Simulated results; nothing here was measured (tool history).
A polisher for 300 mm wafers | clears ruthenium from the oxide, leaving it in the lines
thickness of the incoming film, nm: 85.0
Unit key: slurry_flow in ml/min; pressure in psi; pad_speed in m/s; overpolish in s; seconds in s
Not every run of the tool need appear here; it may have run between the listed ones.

Run 1, day 0: slurry_flow 275 ml/min, pressure 1.5 psi, pad_speed 1 m/s, overpolish 4 s. Result: seconds 118.04 s.
Run 2, day 0.1: slurry_flow 275 ml/min, pressure 1.5 psi, pad_speed 1.2 m/s, overpolish 4 s. Result: seconds 100.33 s.
Run 3, day 0.467: slurry_flow 275 ml/min, pressure 1.5 psi, pad_speed 1.2 m/s, overpolish 4 s. Result: seconds 98.744 s.
Run 4, day 0.521: slurry_flow 275 ml/min, pressure 1.6 psi, pad_speed 1.2 m/s, overpolish 4 s. Result: seconds 94.414 s.
Run 5, day 0.738: slurry_flow 330 ml/min, pressure 1.6 psi, pad_speed 1.2 m/s, overpolish 4 s. Result: seconds 93.165 s.
At day 0.792: worn pad replaced by a new one.
Run 6, day 0.792: slurry_flow 330 ml/min, pressure 1.6 psi, pad_speed 0.96 m/s, overpolish 4 s. Result: seconds 107.32 s.
Run 7, day 1.012: slurry_flow 330 ml/min, pressure 1.6 psi, pad_speed 0.96 m/s, overpolish 4 s. Result: seconds 106.98 s.
Run 8, day 1.279: slurry_flow 335 ml/min, pressure 1.7 psi, pad_speed 0.96 m/s, overpolish 4 s. Result: seconds 102.01 s.

For run 9, what comes out?
Run 9, day 1.383: slurry_flow 335 ml/min, pressure 2.1 psi, pad_speed 1 m/s, overpolish 4 s. Result: seconds ?.

For run 9 the tool returned seconds 80.835 s.
